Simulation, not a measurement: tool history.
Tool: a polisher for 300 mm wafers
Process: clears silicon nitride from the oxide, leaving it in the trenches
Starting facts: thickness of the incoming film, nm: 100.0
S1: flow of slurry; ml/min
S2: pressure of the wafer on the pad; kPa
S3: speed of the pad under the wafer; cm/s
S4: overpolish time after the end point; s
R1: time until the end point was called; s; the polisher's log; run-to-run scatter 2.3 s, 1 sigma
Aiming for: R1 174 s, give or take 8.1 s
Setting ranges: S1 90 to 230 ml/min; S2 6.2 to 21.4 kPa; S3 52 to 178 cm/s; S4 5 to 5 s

run	hour	S1	S2	S3	S4	R1
1	0	150	13.8	114	5	111.81
2	2.6	150	13.1	114	5	118.91
3	7.2	150	16.5	114	5	95.693
4	13.4	150	16.5	94	5	113.66
5	18.7	150	15.9	94	5	120.74
6	26	150	15.2	94	5	126.56
7	26.7	150	14.5	94	5	130.62
8	29.4	150	13.8	94	5	136.42
9	37.2	150	13.1	94	5	144.03
10	37.8	150	12.4	94	5	155.51
11	41.1	150	11.7	94	5	158.76

5 next moves are on the table. One of them brings every result within its allowed miss. Which?
A	44.4	140	13.8	82	5	?
B	44.4	155	11.7	96	5	?
C	44.4	135	12.4	92	5	?
D	44.4	150	12.4	80	5	?
E	44.4	125	9.7	100	5	?

move	R1
A	158.41
B	157.19
C	157.83
D	178
E	187.46
A: as far off as the last run
B: moves away from the targets compared with the last run
C: moves away from the targets compared with the last run
D: all results in spec
E: pushes the last run's worst result past its target
The move that meets every target is D.
